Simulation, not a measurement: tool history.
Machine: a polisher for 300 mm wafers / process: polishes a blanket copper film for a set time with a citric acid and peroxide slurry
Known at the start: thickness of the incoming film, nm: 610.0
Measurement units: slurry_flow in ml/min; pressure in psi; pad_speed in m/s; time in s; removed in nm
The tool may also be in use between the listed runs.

| run | day | slurry_flow | pressure | pad_speed | slurry_solids | time | removed |
|---|---|---|---|---|---|---|---|
| 1 | 0 | 235 | 3.3 | 1.12 | 1 | 27 | 70.939 |
| 2 | 0.075 | 235 | 3 | 1.1 | 1 | 27 | 66.791 |
| 3 | 0.296 | 235 | 2.8 | 1.06 | 1 | 27 | 61.552 |
| 4 | 0.512 | 235 | 2.6 | 1.02 | 1 | 27 | 56.255 |
| 5 | 0.858 | 235 | 2.4 | 1 | 1 | 27 | 51.73 |
| 6 | 1.2 | 200 | 2.4 | 1 | 1 | 27 | 50.948 |
| 7 | 1.446 | 195 | 2.3 | 0.98 | 1 | 27 | 48.757 |
| 8 | 1.588 | 195 | 2.2 | 0.98 | 1 | 27 | 48.007 |
| 9 | 1.738 | 195 | 2.1 | 0.96 | 1 | 27 | 45.096 |

What does the tool deliver on the next run?
| 10 | 1.996 | 195 | 2 | 0.96 | 1 | 27 | ? |

Run 10 yielded removed 43.94 nm.
